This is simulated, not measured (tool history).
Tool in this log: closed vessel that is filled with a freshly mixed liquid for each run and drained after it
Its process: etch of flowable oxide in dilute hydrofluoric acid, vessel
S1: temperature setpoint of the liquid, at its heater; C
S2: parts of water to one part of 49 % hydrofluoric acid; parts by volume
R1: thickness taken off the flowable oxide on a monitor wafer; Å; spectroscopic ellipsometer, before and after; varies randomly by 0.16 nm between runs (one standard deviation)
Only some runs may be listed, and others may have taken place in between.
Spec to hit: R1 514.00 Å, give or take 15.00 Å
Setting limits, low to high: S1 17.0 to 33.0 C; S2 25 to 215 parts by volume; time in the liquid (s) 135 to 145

{"run": 1, "hour": 0.0, "S1": 25.0, "S2": 120, "time in the liquid (s)": 135, "R1": 369.3}
{"run": 2, "hour": 8.6, "S1": 27.5, "S2": 120, "time in the liquid (s)": 135, "R1": 404.61}
{"run": 3, "hour": 11.2, "S1": 29.0, "S2": 120, "time in the liquid (s)": 135, "R1": 426.5}
{"run": 4, "hour": 16.1, "S1": 32.5, "S2": 120, "time in the liquid (s)": 135, "R1": 487.37}
{"run": 5, "hour": 23.2, "S1": 32.5, "S2": 95, "time in the liquid (s)": 135, "R1": 637.09}
{"run": 6, "hour": 27.7, "S1": 31.0, "S2": 95, "time in the liquid (s)": 135, "R1": 604.81}
{"hour": 33.1, "done": "hydrofluoric acid flow meter replaced"}
{"run": 7, "hour": 33.1, "S1": 30.0, "S2": 95, "time in the liquid (s)": 135, "R1": 672.62}
{"run": 8, "hour": 36.6, "S1": 27.0, "S2": 95, "time in the liquid (s)": 135, "R1": 603.14}
{"run": 9, "hour": 42.3, "S1": 25.5, "S2": 95, "time in the liquid (s)": 135, "R1": 565.06}

Exactly one of the 5 candidate moves below puts every result within its allowed miss. Which one?
{"run": "A", "hour": 48.0, "S1": 24.5, "S2": 95, "time in the liquid (s)": 145, "R1": "?"}
{"run": "B", "hour": 48.0, "S1": 24.5, "S2": 100, "time in the liquid (s)": 135, "R1": "?"}
{"run": "C", "hour": 48.0, "S1": 23.0, "S2": 90, "time in the liquid (s)": 145, "R1": "?"}
{"run": "D", "hour": 48.0, "S1": 24.5, "S2": 90, "time in the liquid (s)": 135, "R1": "?"}
{"run": "E", "hour": 48.0, "S1": 25.5, "S2": 90, "time in the liquid (s)": 135, "R1": "?"}

move=A R1=580.83
move=B R1=510.54
move=C R1=581.04
move=D R1=574.42
move=E R1=597.59
A: misses by more than the last run did
B: every result within its allowed miss
C: misses by more than the last run did
D: misses by more than the last run did
E: misses by more than the last run did
Correct choice: B, which meets every target

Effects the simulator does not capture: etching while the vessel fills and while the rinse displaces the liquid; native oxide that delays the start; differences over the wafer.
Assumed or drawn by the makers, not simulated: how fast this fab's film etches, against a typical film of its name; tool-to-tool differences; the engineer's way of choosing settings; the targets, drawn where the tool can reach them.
